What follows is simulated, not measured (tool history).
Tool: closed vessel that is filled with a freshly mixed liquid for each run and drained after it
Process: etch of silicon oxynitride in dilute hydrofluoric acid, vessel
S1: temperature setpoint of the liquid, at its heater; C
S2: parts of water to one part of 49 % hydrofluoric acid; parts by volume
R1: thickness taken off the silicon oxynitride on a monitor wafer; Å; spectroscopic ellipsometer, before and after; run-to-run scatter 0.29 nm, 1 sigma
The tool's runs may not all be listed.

run 1 hour=0 | S1=23 S2=95 time_in_the_liquid_(s)=440 | R1=168.68
run 2 hour=6.6 | S1=24.5 S2=95 time_in_the_liquid_(s)=440 | R1=183.06
run 3 hour=14.1 | S1=27.5 S2=95 time_in_the_liquid_(s)=440 | R1=210.99
run 4 hour=16.5 | S1=27.5 S2=115 time_in_the_liquid_(s)=440 | R1=168.34
run 5 hour=18.1 | S1=25 S2=115 time_in_the_liquid_(s)=440 | R1=149.36
run 6 hour=23.7 | S1=25 S2=115 time_in_the_liquid_(s)=440 | R1=151.57

Run 7, settings as shown, results not yet in. Your forecast:
run 7 hour=28.4 | S1=26.5 S2=105 time_in_the_liquid_(s)=440 | R1=?

{"run 7": {"R1": 176.65}}
